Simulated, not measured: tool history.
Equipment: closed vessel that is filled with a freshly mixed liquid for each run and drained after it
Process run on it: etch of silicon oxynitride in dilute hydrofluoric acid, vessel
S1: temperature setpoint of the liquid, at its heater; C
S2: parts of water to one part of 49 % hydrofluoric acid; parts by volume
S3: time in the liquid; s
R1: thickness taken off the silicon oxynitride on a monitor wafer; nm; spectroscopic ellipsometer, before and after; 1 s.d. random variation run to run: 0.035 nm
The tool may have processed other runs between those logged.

| run | hour | S1 | S2 | S3 | R1 |
|---|---|---|---|---|---|
| 1 | 0.0 | 24.0 | 210 | 495 | 6.8148 |
| 2 | 5.9 | 24.0 | 170 | 495 | 8.5959 |
| 3 | 13.7 | 22.5 | 190 | 495 | 7.0799 |
| 4 | 22.4 | 22.5 | 190 | 495 | 7.0130 |
| 5 | 30.1 | 21.5 | 200 | 495 | 6.3532 |
| 6 | 31.8 | 24.0 | 200 | 495 | 7.1311 |
| 7 | 38.0 | 22.5 | 210 | 495 | 6.3884 |
| 8 | 45.0 | 21.5 | 220 | 495 | 5.8363 |
|  | 47.5 | hydrofluoric acid flow meter replaced |
| 9 | 47.5 | 20.5 | 230 | 495 | 4.7612 |
| 10 | 48.9 | 20.0 | 230 | 495 | 4.5250 |

Run 11 is up next; what results do you expect?
| 11 | 50.6 | 19.5 | 230 | 495 | ? |

For run 11 the tool returned R1 4.5292 nm.
